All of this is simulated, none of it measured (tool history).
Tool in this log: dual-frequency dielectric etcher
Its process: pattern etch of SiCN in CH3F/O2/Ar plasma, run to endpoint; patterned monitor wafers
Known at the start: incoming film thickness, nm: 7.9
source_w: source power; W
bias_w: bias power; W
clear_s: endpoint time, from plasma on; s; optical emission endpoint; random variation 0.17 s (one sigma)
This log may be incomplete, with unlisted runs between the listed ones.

run,hour,source_w,bias_w,clear_s
1,0,400,65,21.927
2,8.1,400,55,23.707
3,13.8,430,55,23.145
4,20.7,430,48,24.271
5,22,390,48,25.149
6,30.8,430,54,23.058
7,33.5,460,56,22.265
8,37.2,480,58,21.508

Run 9, settings as shown, results not yet in. Your forecast:
9,45.6,500,59,?

{"run 9": {"clear_s": 21.333}}

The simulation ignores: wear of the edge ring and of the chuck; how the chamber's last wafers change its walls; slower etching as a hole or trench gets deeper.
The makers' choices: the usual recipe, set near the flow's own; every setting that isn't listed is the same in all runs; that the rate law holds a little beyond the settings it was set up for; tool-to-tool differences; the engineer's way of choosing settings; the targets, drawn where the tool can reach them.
